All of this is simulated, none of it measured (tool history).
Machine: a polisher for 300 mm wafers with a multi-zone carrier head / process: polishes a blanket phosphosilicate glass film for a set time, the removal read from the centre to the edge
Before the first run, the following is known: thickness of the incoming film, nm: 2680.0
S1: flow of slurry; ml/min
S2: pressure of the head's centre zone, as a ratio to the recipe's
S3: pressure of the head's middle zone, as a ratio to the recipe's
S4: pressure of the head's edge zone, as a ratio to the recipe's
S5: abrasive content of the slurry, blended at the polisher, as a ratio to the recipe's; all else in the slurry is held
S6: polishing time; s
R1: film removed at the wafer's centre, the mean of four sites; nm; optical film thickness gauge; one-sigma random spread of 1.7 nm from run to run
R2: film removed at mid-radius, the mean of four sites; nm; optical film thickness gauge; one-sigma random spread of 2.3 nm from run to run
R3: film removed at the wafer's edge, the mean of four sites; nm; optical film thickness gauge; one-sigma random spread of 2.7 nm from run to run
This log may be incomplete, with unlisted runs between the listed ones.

run,hour,S1,S2,S3,S4,S5,S6,R1,R2,R3
1,0.0,275,1.00,1.00,1.00,1.00,76,438.70,443.73,433.94
2,1.1,335,1.00,1.00,1.00,1.00,76,440.17,452.04,438.22
3,6.4,335,1.00,1.00,1.00,1.00,62,359.78,362.11,365.38
4,12.2,330,0.97,0.99,0.95,0.85,61,317.46,331.56,328.14
5,18.8,330,0.97,0.99,0.95,0.85,46,242.81,249.79,243.43
6,23.3,340,0.97,1.00,0.95,0.85,46,242.64,250.72,247.10
7,28.0,345,0.97,1.02,0.95,0.85,46,240.40,260.48,247.01

Estimate the outcome of run 8 from the log above:
8,36.0,350,0.97,1.02,0.95,0.85,46,?,?,?

{"run 8": {"R1": 240.0, "R2": 252.53, "R3": 244.86}}
